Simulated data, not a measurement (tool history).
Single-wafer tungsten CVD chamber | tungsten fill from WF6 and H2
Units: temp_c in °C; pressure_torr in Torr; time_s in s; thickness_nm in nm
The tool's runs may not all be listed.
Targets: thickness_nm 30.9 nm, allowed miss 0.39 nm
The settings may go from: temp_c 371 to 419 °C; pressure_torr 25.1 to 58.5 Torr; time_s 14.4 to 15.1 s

run	day	temp_c	pressure_torr	time_s	thickness_nm
1	0	395	41.8	15.1	45.605
2	0.329	391	41.7	15.1	41.801
3	0.479	388	41.7	15.1	39.207
4	0.638	388	35.8	15.1	37.081
5	0.679	386	35.8	15.1	35.291
6	0.925	386	35.8	14.4	33.653
7	1.112	385	35.8	14.4	32.922
8	1.404	384	35.8	14.4	32.188
9	1.504	383	35.8	14.4	31.498

Which of these 4 next moves meets every target?
A	1.604	387	26.7	14.4	?
B	1.604	384	35.4	14.5	?
C	1.604	387	29.9	14.4	?
D	1.604	381	38.6	15.1	?

move	thickness_nm
A	30.774
B	32.128
C	32.043
D	32.324
A: meets every target
B: further off than the last run
C: further off than the last run
D: further off than the last run
The right move is A.
